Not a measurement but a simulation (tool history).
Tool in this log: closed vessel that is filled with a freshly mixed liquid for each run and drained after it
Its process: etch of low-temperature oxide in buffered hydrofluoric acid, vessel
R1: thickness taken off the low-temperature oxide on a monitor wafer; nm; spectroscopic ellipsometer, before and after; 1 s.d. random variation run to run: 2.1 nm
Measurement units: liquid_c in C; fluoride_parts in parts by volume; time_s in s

run 1 hour=0.0 | liquid_c=20.0 fluoride_parts=16.5 time_s=95 | R1=250.18
run 2 hour=8.7 | liquid_c=21.5 fluoride_parts=16.5 time_s=95 | R1=271.34
run 3 hour=12.2 | liquid_c=21.5 fluoride_parts=18.0 time_s=95 | R1=250.31
run 4 hour=19.4 | liquid_c=23.0 fluoride_parts=18.0 time_s=95 | R1=269.13
run 5 hour=26.1 | liquid_c=24.0 fluoride_parts=18.0 time_s=95 | R1=283.46
run 6 hour=29.4 | liquid_c=25.0 fluoride_parts=18.0 time_s=95 | R1=301.54

What does the tool deliver on the next run?
run 7 hour=38.4 | liquid_c=25.5 fluoride_parts=18.0 time_s=95 | R1=?

Run 7 produced R1 308.79 nm.

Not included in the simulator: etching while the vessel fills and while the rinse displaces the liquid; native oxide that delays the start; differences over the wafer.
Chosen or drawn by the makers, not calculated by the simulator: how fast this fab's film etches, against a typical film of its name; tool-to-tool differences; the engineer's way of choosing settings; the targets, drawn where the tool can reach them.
